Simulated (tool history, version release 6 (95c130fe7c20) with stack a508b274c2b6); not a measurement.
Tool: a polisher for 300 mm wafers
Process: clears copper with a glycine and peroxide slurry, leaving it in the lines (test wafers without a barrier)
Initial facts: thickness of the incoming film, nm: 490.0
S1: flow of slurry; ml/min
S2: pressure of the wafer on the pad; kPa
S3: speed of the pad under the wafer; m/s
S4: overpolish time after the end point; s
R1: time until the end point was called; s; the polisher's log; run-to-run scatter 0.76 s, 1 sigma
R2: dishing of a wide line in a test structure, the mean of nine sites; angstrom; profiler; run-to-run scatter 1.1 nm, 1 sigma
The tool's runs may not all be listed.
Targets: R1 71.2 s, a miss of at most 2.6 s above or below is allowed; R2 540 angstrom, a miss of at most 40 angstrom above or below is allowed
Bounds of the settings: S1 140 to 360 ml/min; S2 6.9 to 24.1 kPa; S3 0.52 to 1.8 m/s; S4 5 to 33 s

run  hour   S1    S2    S3  S4      R1      R2
  1     0  230  15.2  1.16  17  92.729  575.03
  2   6.1  230  15.9  1.16  16  88.411  582.55
  3  14.5  230  15.9  1.16  20  88.126  658.89
  4  21.7  180  15.9  1.16  20  88.165  670.03
  5  30.5  180  15.9  1.36  20   80.04     736
  6  37.2  180  15.9  1.36  19  78.366  718.72
  7  46.2  180  15.9  1.36  18  78.545  658.26
  8  47.9  180  15.9  1.36  17  79.582  650.98
  9  52.5  180  15.9  1.36  16  79.425  627.98
 10  56.9  180  15.9  1.36  15  80.479  615.38
 11  64.4  180  15.9  1.36  14  78.053  559.83
 12  68.5  180  16.5  1.36  13  75.537   542.1
 13    73  180  17.2  1.36  13  73.158  557.04
 14  77.8  180  17.2  1.36  12  73.871  510.21
 15  82.8  180  17.2  1.36  13  74.146  537.98

Below are 4 possible settings for the next run. Only one of them brings all results inside the allowed miss of their targets. Which is it?
  A  87.8  160  17.9   1.3  13   ?   ?
  B  87.8  240  18.6  1.28  12   ?   ?
  C  87.8  220  14.5   1.5  14   ?   ?
  D  87.8  195  16.5  1.34  12   ?   ?

move      R1      R2
   A  75.929  547.01
   B   71.34  540.25
   C  77.828  561.32
   D  77.441  502.76
A: the biggest miss grows against the last run
B: meets every target
C: the biggest miss grows against the last run
D: the biggest miss grows against the last run
Go with B: it meets all targets.
